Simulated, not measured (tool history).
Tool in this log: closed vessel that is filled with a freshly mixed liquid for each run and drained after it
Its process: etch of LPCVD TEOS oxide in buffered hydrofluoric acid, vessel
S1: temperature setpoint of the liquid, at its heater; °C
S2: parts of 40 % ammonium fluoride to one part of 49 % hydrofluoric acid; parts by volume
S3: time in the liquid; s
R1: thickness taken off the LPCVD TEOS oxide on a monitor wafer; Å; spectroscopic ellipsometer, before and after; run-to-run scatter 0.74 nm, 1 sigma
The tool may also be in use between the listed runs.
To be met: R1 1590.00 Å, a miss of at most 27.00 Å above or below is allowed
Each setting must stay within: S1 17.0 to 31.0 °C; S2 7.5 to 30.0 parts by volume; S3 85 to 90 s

Run 1, hour 0.0: S1 23.0 °C, S2 21.0 parts by volume, S3 85 s. Result: R1 1113.00 Å.
Run 2, hour 7.8: S1 23.5 °C, S2 21.0 parts by volume, S3 85 s. Result: R1 1150.50 Å.
Run 3, hour 10.6: S1 23.5 °C, S2 21.0 parts by volume, S3 90 s. Result: R1 1213.80 Å.
Run 4, hour 13.4: S1 23.5 °C, S2 24.0 parts by volume, S3 90 s. Result: R1 1108.70 Å.
Run 5, hour 15.3: S1 23.5 °C, S2 24.0 parts by volume, S3 85 s. Result: R1 1046.00 Å.
Run 6, hour 18.5: S1 20.0 °C, S2 24.0 parts by volume, S3 85 s. Result: R1 862.95 Å.
Run 7, hour 22.8: S1 21.0 °C, S2 24.0 parts by volume, S3 85 s. Result: R1 911.54 Å.
Run 8, hour 29.5: S1 22.0 °C, S2 24.0 parts by volume, S3 85 s. Result: R1 965.40 Å.
Run 9, hour 37.4: S1 23.0 °C, S2 24.0 parts by volume, S3 85 s. Result: R1 1024.50 Å.
Run 10, hour 43.3: S1 24.0 °C, S2 24.0 parts by volume, S3 85 s. Result: R1 1076.50 Å.
Run 11, hour 48.2: S1 25.0 °C, S2 24.0 parts by volume, S3 85 s. Result: R1 1149.50 Å.
Run 12, hour 52.1: S1 25.5 °C, S2 24.0 parts by volume, S3 85 s. Result: R1 1164.10 Å.
Run 13, hour 54.3: S1 29.5 °C, S2 22.5 parts by volume, S3 85 s. Result: R1 1503.40 Å.
Run 14, hour 57.4: S1 29.5 °C, S2 22.5 parts by volume, S3 85 s. Result: R1 1509.30 Å.
At hour 59.0: hydrofluoric acid flow meter replaced.
Run 15, hour 59.0: S1 30.0 °C, S2 22.5 parts by volume, S3 85 s. Result: R1 1682.80 Å.
Run 16, hour 67.1: S1 29.5 °C, S2 22.5 parts by volume, S3 85 s. Result: R1 1632.80 Å.

Of the 4 settings listed for the next run, only one would bring every result within its allowed miss of target. Which one?
Run A, hour 75.2: S1 28.5 °C, S2 21.5 parts by volume, S3 85 s. Result: R1 ?.
Run B, hour 75.2: S1 28.5 °C, S2 20.5 parts by volume, S3 85 s. Result: R1 ?.
Run C, hour 75.2: S1 30.0 °C, S2 24.5 parts by volume, S3 90 s. Result: R1 ?.
Run D, hour 75.2: S1 29.5 °C, S2 21.5 parts by volume, S3 85 s. Result: R1 ?.

move       R1
   A  1601.10
   B  1654.10
   C  1679.00
   D  1688.40
A: each result inside its tolerance
B: lands further from the targets than the last run did
C: lands further from the targets than the last run did
D: lands further from the targets than the last run did
The move that meets every target is A.

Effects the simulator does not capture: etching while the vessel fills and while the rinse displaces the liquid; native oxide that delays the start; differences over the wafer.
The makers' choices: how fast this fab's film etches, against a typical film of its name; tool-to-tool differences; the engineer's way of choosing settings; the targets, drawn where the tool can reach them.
